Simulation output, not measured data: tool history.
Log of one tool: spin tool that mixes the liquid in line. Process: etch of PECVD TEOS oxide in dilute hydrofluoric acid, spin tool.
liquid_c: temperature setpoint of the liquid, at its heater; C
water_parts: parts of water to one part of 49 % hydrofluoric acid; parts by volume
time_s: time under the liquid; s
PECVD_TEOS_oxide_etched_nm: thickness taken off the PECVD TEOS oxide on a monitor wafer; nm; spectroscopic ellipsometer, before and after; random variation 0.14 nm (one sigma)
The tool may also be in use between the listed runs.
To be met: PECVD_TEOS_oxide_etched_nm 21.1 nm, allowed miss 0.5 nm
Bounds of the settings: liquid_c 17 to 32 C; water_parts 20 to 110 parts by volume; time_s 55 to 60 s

Run 1, day 0: liquid_c 24 C, water_parts 60 parts by volume, time_s 55 s. Result: PECVD_TEOS_oxide_etched_nm 25.162 nm.
Run 2, day 0.033: liquid_c 24 C, water_parts 60 parts by volume, time_s 55 s. Result: PECVD_TEOS_oxide_etched_nm 25.327 nm.
Run 3, day 0.362: liquid_c 24 C, water_parts 50 parts by volume, time_s 55 s. Result: PECVD_TEOS_oxide_etched_nm 30.632 nm.
Run 4, day 0.608: liquid_c 24 C, water_parts 50 parts by volume, time_s 60 s. Result: PECVD_TEOS_oxide_etched_nm 33.18 nm.
Run 5, day 0.883: liquid_c 24 C, water_parts 50 parts by volume, time_s 55 s. Result: PECVD_TEOS_oxide_etched_nm 30.829 nm.
Run 6, day 1.058: liquid_c 24 C, water_parts 30 parts by volume, time_s 55 s. Result: PECVD_TEOS_oxide_etched_nm 52.282 nm.
Run 7, day 1.233: liquid_c 23 C, water_parts 35 parts by volume, time_s 55 s. Result: PECVD_TEOS_oxide_etched_nm 42.65 nm.
Run 8, day 1.375: liquid_c 22 C, water_parts 40 parts by volume, time_s 55 s. Result: PECVD_TEOS_oxide_etched_nm 35.951 nm.
Run 9, day 1.467: liquid_c 21 C, water_parts 40 parts by volume, time_s 55 s. Result: PECVD_TEOS_oxide_etched_nm 34.423 nm.
Run 10, day 1.608: liquid_c 20.5 C, water_parts 40 parts by volume, time_s 55 s. Result: PECVD_TEOS_oxide_etched_nm 33.752 nm.
Run 11, day 1.746: liquid_c 20 C, water_parts 40 parts by volume, time_s 55 s. Result: PECVD_TEOS_oxide_etched_nm 33.315 nm.
Run 12, day 2.071: liquid_c 19.5 C, water_parts 45 parts by volume, time_s 55 s. Result: PECVD_TEOS_oxide_etched_nm 28.613 nm.

Which of these 4 next moves meets every target?
Run A, day 2.396: liquid_c 18 C, water_parts 45 parts by volume, time_s 55 s. Result: PECVD_TEOS_oxide_etched_nm ?.
Run B, day 2.396: liquid_c 18.5 C, water_parts 60 parts by volume, time_s 55 s. Result: PECVD_TEOS_oxide_etched_nm ?.
Run C, day 2.396: liquid_c 18 C, water_parts 60 parts by volume, time_s 55 s. Result: PECVD_TEOS_oxide_etched_nm ?.
Run D, day 2.396: liquid_c 17.5 C, water_parts 55 parts by volume, time_s 55 s. Result: PECVD_TEOS_oxide_etched_nm ?.

move  PECVD_TEOS_oxide_etched_nm
   A                       26.42
   B                        19.9
   C                      19.479
   D                      20.915
A: nearer than the last run, and not there yet
B: takes the result that was furthest off past its target
C: takes the result that was furthest off past its target
D: meets every target
Answer: D

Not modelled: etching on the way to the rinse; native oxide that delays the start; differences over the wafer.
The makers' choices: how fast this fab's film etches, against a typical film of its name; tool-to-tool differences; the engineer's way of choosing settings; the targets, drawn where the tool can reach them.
